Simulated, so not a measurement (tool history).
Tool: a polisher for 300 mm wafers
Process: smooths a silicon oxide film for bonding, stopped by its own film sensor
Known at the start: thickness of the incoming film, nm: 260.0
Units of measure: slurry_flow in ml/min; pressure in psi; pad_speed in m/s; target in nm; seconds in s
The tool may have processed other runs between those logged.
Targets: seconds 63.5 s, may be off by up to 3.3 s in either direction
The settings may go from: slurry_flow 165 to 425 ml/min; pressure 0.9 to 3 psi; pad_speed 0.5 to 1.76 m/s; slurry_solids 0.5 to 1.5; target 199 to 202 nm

run 1 hour=0 | slurry_flow=275 pressure=1.9 pad_speed=1.12 slurry_solids=1 target=202 | seconds=88.781
run 2 hour=6.9 | slurry_flow=275 pressure=1.7 pad_speed=1.12 slurry_solids=1 target=202 | seconds=99.652
run 3 hour=7.9 | slurry_flow=275 pressure=1.8 pad_speed=1.12 slurry_solids=1 target=202 | seconds=94.605
run 4 hour=15 | slurry_flow=275 pressure=1.8 pad_speed=1.12 slurry_solids=1 target=202 | seconds=92.379
run 5 hour=20.8 | slurry_flow=275 pressure=1.8 pad_speed=1.12 slurry_solids=1 target=202 | seconds=92.65
run 6 hour=27 | slurry_flow=275 pressure=1.8 pad_speed=1.12 slurry_solids=0.8 target=202 | seconds=103.6
run 7 hour=34 | slurry_flow=275 pressure=1.9 pad_speed=1.12 slurry_solids=0.8 target=202 | seconds=97.456
run 8 hour=43 | slurry_flow=275 pressure=2.5 pad_speed=1.18 slurry_solids=0.8 target=202 | seconds=74.929
run 9 hour=49.2 | slurry_flow=275 pressure=2.7 pad_speed=1.2 slurry_solids=0.8 target=202 | seconds=70.488

Below are 5 possible settings for the next run. Only one of them brings all results inside the allowed miss of their targets. Which is it?
run A hour=55.4 | slurry_flow=240 pressure=2.8 pad_speed=1.2 slurry_solids=0.8 target=199 | seconds=?
run B hour=55.4 | slurry_flow=250 pressure=3 pad_speed=1.28 slurry_solids=0.9 target=202 | seconds=?
run C hour=55.4 | slurry_flow=280 pressure=2.7 pad_speed=1.28 slurry_solids=0.85 target=202 | seconds=?
run D hour=55.4 | slurry_flow=420 pressure=2.7 pad_speed=0.92 slurry_solids=0.9 target=199 | seconds=?
run E hour=55.4 | slurry_flow=300 pressure=2.5 pad_speed=1.26 slurry_solids=0.75 target=202 | seconds=?

move=A seconds=70.978
move=B seconds=57.456
move=C seconds=64.333
move=D seconds=78.86
move=E seconds=73.541
A: lands further from the targets than the last run did
B: moves the result that the last run missed by most past its target, out the other side
C: each result inside its tolerance
D: lands further from the targets than the last run did
E: lands further from the targets than the last run did
C meets every target.
